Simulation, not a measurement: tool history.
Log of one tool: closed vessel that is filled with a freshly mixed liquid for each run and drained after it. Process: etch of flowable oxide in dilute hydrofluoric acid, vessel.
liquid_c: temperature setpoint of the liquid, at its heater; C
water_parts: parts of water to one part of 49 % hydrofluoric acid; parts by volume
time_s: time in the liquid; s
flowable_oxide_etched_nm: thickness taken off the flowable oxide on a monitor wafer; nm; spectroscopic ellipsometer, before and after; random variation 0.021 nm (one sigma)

run,hour,liquid_c,water_parts,time_s,flowable_oxide_etched_nm
1,0.0,25.0,185,30,7.1408
2,5.5,28.0,185,30,7.9367
3,11.8,31.0,185,30,8.8326
4,19.9,28.5,185,30,8.1358
5,26.6,27.5,185,30,7.8902
6,35.3,27.5,185,30,7.8359
7,39.5,26.5,185,30,7.5429
8,47.0,25.5,185,30,7.2846

Run 9 comes next. What will it give?
9,50.5,25.0,185,30,?

Run 9 gave flowable_oxide_etched_nm 7.1684 nm.

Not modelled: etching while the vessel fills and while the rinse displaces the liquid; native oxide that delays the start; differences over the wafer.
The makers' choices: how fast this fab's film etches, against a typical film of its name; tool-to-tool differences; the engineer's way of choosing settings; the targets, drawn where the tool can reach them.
